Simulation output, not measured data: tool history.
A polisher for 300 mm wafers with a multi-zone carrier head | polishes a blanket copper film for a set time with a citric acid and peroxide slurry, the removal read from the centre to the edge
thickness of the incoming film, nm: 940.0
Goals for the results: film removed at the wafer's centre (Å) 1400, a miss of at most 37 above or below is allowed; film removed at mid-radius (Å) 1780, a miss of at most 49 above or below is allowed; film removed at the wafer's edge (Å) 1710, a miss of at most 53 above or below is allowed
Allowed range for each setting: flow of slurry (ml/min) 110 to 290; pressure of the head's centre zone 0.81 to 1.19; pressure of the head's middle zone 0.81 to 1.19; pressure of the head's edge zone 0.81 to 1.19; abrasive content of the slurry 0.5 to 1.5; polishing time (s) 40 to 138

run	hour	flow of slurry (ml/min)	pressure of the head's centre zone	pressure of the head's middle zone	pressure of the head's edge zone	abrasive content of the slurry	polishing time (s)	film removed at the wafer's centre (Å)	film removed at mid-radius (Å)	film removed at the wafer's edge (Å)
1	0	185	1	1	1	1	88	1556.9	1602.8	1621.5
2	4.9	185	1	1.03	1	1	88	1553.6	1636.5	1571.4
3	8.6	185	1	1.03	1	1	67	1191.7	1264.1	1208.3
4	16.8	195	0.97	1.04	1.04	1.1	70	1238.5	1370.9	1327.5
5	25.1	170	0.97	1.04	1.04	1.1	70	1229.5	1342.5	1305.7
6	31.7	185	0.95	1.06	1.07	1.2	71	1231.6	1410.9	1383.8
7	37.4	200	0.95	1.08	1.09	1.25	72	1282.8	1477.9	1424.3
8	39.6	200	0.95	1.08	1.09	1.25	72	1298.3	1508.7	1449.3
9	47.2	200	0.95	1.08	1.09	1.25	72	1287.7	1512.4	1442.6

5 next moves are on the table. One of them brings every result within its allowed miss. Which?
A	54.8	160	0.97	1.1	1.12	1.2	81	?	?	?
B	54.8	185	0.97	1.09	1.15	1.25	80	?	?	?
C	54.8	260	0.88	1.11	1.15	1.3	81	?	?	?
D	54.8	235	1.15	1.16	0.95	0.9	67	?	?	?
E	54.8	195	0.96	1.08	1.19	1.35	63	?	?	?

move	film removed at the wafer's centre (Å)	film removed at mid-radius (Å)	film removed at the wafer's edge (Å)
A	1446.7	1642	1583.3
B	1471.4	1653.5	1621.3
C	1420.5	1781.8	1702.6
D	1403.4	1395.7	1172
E	1174.8	1322.7	1328.6
A: an improvement on the last run, though not all results are within tolerance
B: an improvement on the last run, though not all results are within tolerance
C: every result within its allowed miss
D: moves away from the targets compared with the last run
E: moves away from the targets compared with the last run
Go with C: it meets all targets.
